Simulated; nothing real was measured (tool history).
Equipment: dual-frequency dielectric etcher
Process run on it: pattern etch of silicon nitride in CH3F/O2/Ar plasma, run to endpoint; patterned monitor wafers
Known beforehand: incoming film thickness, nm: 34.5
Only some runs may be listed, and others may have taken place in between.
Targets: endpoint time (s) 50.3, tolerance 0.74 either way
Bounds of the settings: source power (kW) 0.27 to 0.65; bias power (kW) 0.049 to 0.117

{"run": 1, "day": 0.0, "source power (kW)": 0.46, "bias power (kW)": 0.083, "endpoint time (s)": 45.468}
{"run": 2, "day": 0.146, "source power (kW)": 0.42, "bias power (kW)": 0.082, "endpoint time (s)": 47.633}
{"run": 3, "day": 0.358, "source power (kW)": 0.42, "bias power (kW)": 0.087, "endpoint time (s)": 46.413}
{"run": 4, "day": 0.508, "source power (kW)": 0.39, "bias power (kW)": 0.087, "endpoint time (s)": 47.95}
{"run": 5, "day": 0.771, "source power (kW)": 0.39, "bias power (kW)": 0.099, "endpoint time (s)": 46.193}
{"run": 6, "day": 1.042, "source power (kW)": 0.36, "bias power (kW)": 0.098, "endpoint time (s)": 47.951}
{"run": 7, "day": 1.062, "source power (kW)": 0.35, "bias power (kW)": 0.098, "endpoint time (s)": 48.144}
{"run": 8, "day": 1.412, "source power (kW)": 0.34, "bias power (kW)": 0.098, "endpoint time (s)": 49.378}

5 next moves are on the table. One of them brings every result within its allowed miss. Which?
{"run": "A", "day": 1.762, "source power (kW)": 0.37, "bias power (kW)": 0.092, "endpoint time (s)": "?"}
{"run": "B", "day": 1.762, "source power (kW)": 0.34, "bias power (kW)": 0.092, "endpoint time (s)": "?"}
{"run": "C", "day": 1.762, "source power (kW)": 0.36, "bias power (kW)": 0.091, "endpoint time (s)": "?"}
{"run": "D", "day": 1.762, "source power (kW)": 0.34, "bias power (kW)": 0.099, "endpoint time (s)": "?"}
{"run": "E", "day": 1.762, "source power (kW)": 0.37, "bias power (kW)": 0.089, "endpoint time (s)": "?"}

move=A endpoint_time_(s)=48.286
move=B endpoint_time_(s)=50.136
move=C endpoint_time_(s)=49.048
move=D endpoint_time_(s)=48.937
move=E endpoint_time_(s)=48.806
A: the biggest miss grows against the last run
B: every result lands within tolerance
C: the biggest miss grows against the last run
D: the biggest miss grows against the last run
E: the biggest miss grows against the last run
The right move is B.
